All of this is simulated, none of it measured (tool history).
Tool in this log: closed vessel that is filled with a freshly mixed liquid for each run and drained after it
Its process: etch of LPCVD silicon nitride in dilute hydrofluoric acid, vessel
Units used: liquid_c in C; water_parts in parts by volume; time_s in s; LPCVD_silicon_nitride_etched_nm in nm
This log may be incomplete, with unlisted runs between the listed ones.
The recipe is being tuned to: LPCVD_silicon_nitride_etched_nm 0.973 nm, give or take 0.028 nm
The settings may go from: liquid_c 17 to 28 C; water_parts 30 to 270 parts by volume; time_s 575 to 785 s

run  hour  liquid_c  water_parts  time_s  LPCVD_silicon_nitride_etched_nm
  1     0        20          150     785                            1.907
  2   5.2      17.5          150     785                           1.6278
  3   6.9      17.5          175     780                             1.39
  4  13.6        19          175     780                           1.5304
  5  19.7      20.5          175     780                           1.7004
  6  27.9      19.5          190     775                           1.4287
  7  29.6      18.5          200     775                            1.277
  8  39.2        18          210     775                           1.1842
  9  42.9      17.5          220     775                           1.1043
 10  48.6      17.5          225     775                           1.0695
 11  54.9      17.5          225     775                            1.076

4 next moves are on the table. One of them brings every result within its allowed miss. Which?
  A  61.2        18          235     755                                ?
  B  61.2        21          230     575                                ?
  C  61.2        17          240     730                                ?
  D  61.2        18          215     685                                ?

move  LPCVD_silicon_nitride_etched_nm
   A                           1.0401
   B                          0.98358
   C                          0.92235
   D                           1.0279
A: better than the last run, though not everything is in spec
B: meets every target
C: the result that was furthest off in the last run now lies on the other side of its target
D: better than the last run, though not everything is in spec
So the answer is move B, the one that meets all the targets.
